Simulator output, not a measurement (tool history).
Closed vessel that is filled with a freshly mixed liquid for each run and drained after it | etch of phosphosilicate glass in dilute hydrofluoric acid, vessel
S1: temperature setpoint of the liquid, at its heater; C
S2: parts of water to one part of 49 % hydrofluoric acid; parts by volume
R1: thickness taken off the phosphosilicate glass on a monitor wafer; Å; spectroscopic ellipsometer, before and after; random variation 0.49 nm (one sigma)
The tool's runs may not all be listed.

run 1 hour=0.0 | S1=25.0 S2=70 time_in_the_liquid_(s)=35 | R1=967.31
run 2 hour=4.4 | S1=25.0 S2=70 time_in_the_liquid_(s)=30 | R1=825.09
run 3 hour=6.6 | S1=25.0 S2=70 time_in_the_liquid_(s)=30 | R1=837.35
run 4 hour=15.6 | S1=24.0 S2=70 time_in_the_liquid_(s)=30 | R1=809.21
run 5 hour=20.0 | S1=24.0 S2=70 time_in_the_liquid_(s)=35 | R1=932.56
run 6 hour=20.9 | S1=22.5 S2=75 time_in_the_liquid_(s)=35 | R1=820.03

For run 7, what comes out?
run 7 hour=29.0 | S1=21.0 S2=75 time_in_the_liquid_(s)=35 | R1=?

{"run 7": {"R1": 765.2}}
